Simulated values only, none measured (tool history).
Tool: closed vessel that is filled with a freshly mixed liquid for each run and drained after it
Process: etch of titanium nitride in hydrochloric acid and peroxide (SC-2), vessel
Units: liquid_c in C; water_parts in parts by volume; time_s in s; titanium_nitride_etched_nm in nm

Run 1, hour 0: liquid_c 49 C, water_parts 8.5 parts by volume, time_s 290 s. Result: titanium_nitride_etched_nm 6.3096 nm.
Run 2, hour 4.7: liquid_c 49 C, water_parts 11 parts by volume, time_s 290 s. Result: titanium_nitride_etched_nm 5.0923 nm.
Run 3, hour 6.3: liquid_c 49 C, water_parts 11 parts by volume, time_s 290 s. Result: titanium_nitride_etched_nm 5.1116 nm.
Run 4, hour 12.4: liquid_c 52 C, water_parts 11 parts by volume, time_s 290 s. Result: titanium_nitride_etched_nm 6.2333 nm.
Run 5, hour 18.4: liquid_c 49 C, water_parts 11 parts by volume, time_s 290 s. Result: titanium_nitride_etched_nm 5.0859 nm.
Run 6, hour 19.2: liquid_c 49 C, water_parts 11 parts by volume, time_s 290 s. Result: titanium_nitride_etched_nm 5.0464 nm.
Run 7, hour 22.1: liquid_c 52 C, water_parts 11 parts by volume, time_s 290 s. Result: titanium_nitride_etched_nm 6.2177 nm.
Run 8, hour 26.6: liquid_c 54.5 C, water_parts 11 parts by volume, time_s 290 s. Result: titanium_nitride_etched_nm 7.3815 nm.
Run 9, hour 33.1: liquid_c 56.5 C, water_parts 11 parts by volume, time_s 290 s. Result: titanium_nitride_etched_nm 8.453 nm.
Run 10, hour 41.4: liquid_c 58 C, water_parts 11 parts by volume, time_s 290 s. Result: titanium_nitride_etched_nm 9.1777 nm.
Run 11, hour 44.4: liquid_c 58 C, water_parts 11 parts by volume, time_s 290 s. Result: titanium_nitride_etched_nm 9.2822 nm.

Run 12 comes next. What will it give?
Run 12, hour 45.3: liquid_c 59 C, water_parts 11 parts by volume, time_s 290 s. Result: titanium_nitride_etched_nm ?.

Run 12 gave titanium_nitride_etched_nm 9.7551 nm.
